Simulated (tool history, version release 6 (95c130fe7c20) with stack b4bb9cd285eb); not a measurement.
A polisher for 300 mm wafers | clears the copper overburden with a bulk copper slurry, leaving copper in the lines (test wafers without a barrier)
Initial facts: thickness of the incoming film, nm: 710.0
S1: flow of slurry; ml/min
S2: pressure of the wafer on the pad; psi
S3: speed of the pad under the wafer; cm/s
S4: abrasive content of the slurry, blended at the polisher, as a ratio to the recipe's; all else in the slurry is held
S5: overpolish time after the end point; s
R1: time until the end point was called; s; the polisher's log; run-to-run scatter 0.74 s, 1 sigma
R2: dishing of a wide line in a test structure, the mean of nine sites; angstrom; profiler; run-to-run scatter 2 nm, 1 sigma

run	day	S1	S2	S3	S4	S5	R1	R2
1	0.000	310	3.5	112	1.0	15	60.860	955.61
2	0.150	245	3.5	112	1.0	15	65.467	927.28
3	0.433	245	3.1	112	1.0	15	72.444	863.98
4	0.642	245	3.4	112	1.0	16	65.608	969.38
5	0.904	245	3.6	112	1.0	17	63.343	1027.20
6	1.175	245	3.6	112	1.0	20	62.967	1168.90
7	1.400	255	3.8	112	1.0	20	58.127	1226.60

Expected results for the next run?
8	1.571	265	3.9	112	1.0	20	?	?

{"run 8": {"R1": 56.43, "R2": 1242.5}}
